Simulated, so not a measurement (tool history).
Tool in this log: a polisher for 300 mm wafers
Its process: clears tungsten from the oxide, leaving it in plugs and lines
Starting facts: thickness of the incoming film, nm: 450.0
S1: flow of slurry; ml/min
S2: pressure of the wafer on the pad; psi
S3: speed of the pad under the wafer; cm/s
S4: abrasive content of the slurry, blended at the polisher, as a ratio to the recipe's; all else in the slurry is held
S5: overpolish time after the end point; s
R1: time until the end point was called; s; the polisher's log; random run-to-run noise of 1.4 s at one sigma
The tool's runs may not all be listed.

| run | day | S1 | S2 | S3 | S4 | S5 | R1 |
|---|---|---|---|---|---|---|---|
| 1 | 0.000 | 245 | 4.7 | 102 | 1.0 | 38 | 84.714 |
| 2 | 0.267 | 245 | 4.4 | 102 | 1.0 | 38 | 89.621 |
| 3 | 0.462 | 245 | 4.4 | 118 | 1.0 | 38 | 78.999 |
| 4 | 0.671 | 245 | 4.0 | 118 | 1.0 | 38 | 86.279 |
| 5 | 0.817 | 245 | 3.7 | 118 | 1.0 | 38 | 90.217 |
| 6 | 1.125 | 245 | 3.4 | 118 | 1.0 | 38 | 95.565 |

Run 7 has not been measured yet. What should we expect?
| 7 | 1.171 | 245 | 3.2 | 118 | 1.0 | 38 | ? |

Run 7 produced R1 103.690 s.
